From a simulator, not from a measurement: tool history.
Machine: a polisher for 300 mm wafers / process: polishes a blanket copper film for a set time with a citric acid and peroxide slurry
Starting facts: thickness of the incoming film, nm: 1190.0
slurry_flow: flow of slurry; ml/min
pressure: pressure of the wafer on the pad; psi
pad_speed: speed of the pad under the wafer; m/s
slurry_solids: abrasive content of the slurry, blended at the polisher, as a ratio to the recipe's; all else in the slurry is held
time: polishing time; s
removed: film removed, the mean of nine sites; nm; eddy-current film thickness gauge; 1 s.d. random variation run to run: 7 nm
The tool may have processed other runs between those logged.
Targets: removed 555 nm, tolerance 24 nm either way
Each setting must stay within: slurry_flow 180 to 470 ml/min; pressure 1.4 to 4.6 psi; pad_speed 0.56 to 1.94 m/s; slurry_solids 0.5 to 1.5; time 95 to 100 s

run  hour  slurry_flow  pressure  pad_speed  slurry_solids  time  removed
  1     0          300         3       1.24              1    95   262.62
  2   8.1          300         3       1.46              1    95   305.25
  3    15          300       3.2       1.48              1    95   339.97
  4  20.6          375       3.2       1.48              1    95   335.55
  5  25.5          375       3.8       1.48              1    95   400.83
  6  26.6          375       3.8       1.48              1   100   419.38
  7  30.3          375       3.9        1.5              1   100   430.88
  8  36.9          375         4       1.52              1   100   449.01
  9  45.4          375       4.1       1.54              1   100   458.13
 10  53.2          375       4.2       1.56              1   100   476.27
 11  56.8          375       4.2       1.58              1   100   489.56
 12  58.1          375       4.4        1.6              1   100   523.22

Which one of the following 5 next-run settings gets every result inside its allowed miss? There is exactly one.
  A  59.4          380       4.1       1.54            1.2    96        ?
  B  59.4          385       3.8       1.64              1   100        ?
  C  59.4          380       4.6        1.6              1   100        ?
  D  59.4          340       4.2       1.64              1    99        ?
  E  59.4          430       4.5        1.8           0.95   100        ?

move  removed
   A   465.29
   B   456.76
   C   537.27
   D   494.12
   E   587.34
A: its largest miss is bigger than the last run's
B: its largest miss is bigger than the last run's
C: every result lands within tolerance
D: its largest miss is bigger than the last run's
E: the result that was furthest off in the last run now lies on the other side of its target
Correct choice: C, which meets every target

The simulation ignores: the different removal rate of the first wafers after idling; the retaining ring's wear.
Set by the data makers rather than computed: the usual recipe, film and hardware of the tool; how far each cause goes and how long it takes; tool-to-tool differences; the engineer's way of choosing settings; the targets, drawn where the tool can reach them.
